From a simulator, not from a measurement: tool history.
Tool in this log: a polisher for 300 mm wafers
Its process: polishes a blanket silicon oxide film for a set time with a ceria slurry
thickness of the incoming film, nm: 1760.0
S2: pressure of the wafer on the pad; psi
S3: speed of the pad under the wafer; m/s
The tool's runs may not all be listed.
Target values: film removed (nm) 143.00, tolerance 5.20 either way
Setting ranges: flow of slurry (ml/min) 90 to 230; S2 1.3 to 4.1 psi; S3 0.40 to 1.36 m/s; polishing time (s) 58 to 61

run 1 day=0.000 | flow_of_slurry_(ml/min)=150 S2=2.7 S3=0.88 polishing_time_(s)=58 | film_removed_(nm)=198.83
run 2 day=0.133 | flow_of_slurry_(ml/min)=150 S2=2.1 S3=0.88 polishing_time_(s)=58 | film_removed_(nm)=154.20
run 3 day=0.425 | flow_of_slurry_(ml/min)=145 S2=2.1 S3=0.88 polishing_time_(s)=58 | film_removed_(nm)=151.93
run 4 day=0.696 | flow_of_slurry_(ml/min)=145 S2=2.1 S3=0.88 polishing_time_(s)=61 | film_removed_(nm)=159.26
run 5 day=0.721 | flow_of_slurry_(ml/min)=140 S2=2.1 S3=0.88 polishing_time_(s)=61 | film_removed_(nm)=158.95
run 6 day=1.067 | flow_of_slurry_(ml/min)=140 S2=2.1 S3=1.02 polishing_time_(s)=61 | film_removed_(nm)=182.45
run 7 day=1.279 | flow_of_slurry_(ml/min)=135 S2=2.0 S3=1.02 polishing_time_(s)=61 | film_removed_(nm)=175.60
run 8 day=1.600 | flow_of_slurry_(ml/min)=130 S2=1.9 S3=1.02 polishing_time_(s)=61 | film_removed_(nm)=162.47

Below are 5 possible settings for the next run. Only one of them brings all results inside the allowed miss of their targets. Which is it?
run A day=1.921 | flow_of_slurry_(ml/min)=160 S2=2.0 S3=1.08 polishing_time_(s)=61 | film_removed_(nm)=?
run B day=1.921 | flow_of_slurry_(ml/min)=125 S2=1.7 S3=1.02 polishing_time_(s)=59 | film_removed_(nm)=?
run C day=1.921 | flow_of_slurry_(ml/min)=150 S2=2.9 S3=0.74 polishing_time_(s)=61 | film_removed_(nm)=?
run D day=1.921 | flow_of_slurry_(ml/min)=110 S2=1.8 S3=0.96 polishing_time_(s)=58 | film_removed_(nm)=?
run E day=1.921 | flow_of_slurry_(ml/min)=180 S2=1.5 S3=1.18 polishing_time_(s)=60 | film_removed_(nm)=?

move=A film_removed_(nm)=192.70
move=B film_removed_(nm)=143.90
move=C film_removed_(nm)=192.36
move=D film_removed_(nm)=136.76
move=E film_removed_(nm)=159.64
A: further off than the last run
B: meets every target
C: further off than the last run
D: pushes the last run's worst result past its target
E: moves toward the targets from the last run without getting all of them in spec
The right move is B.
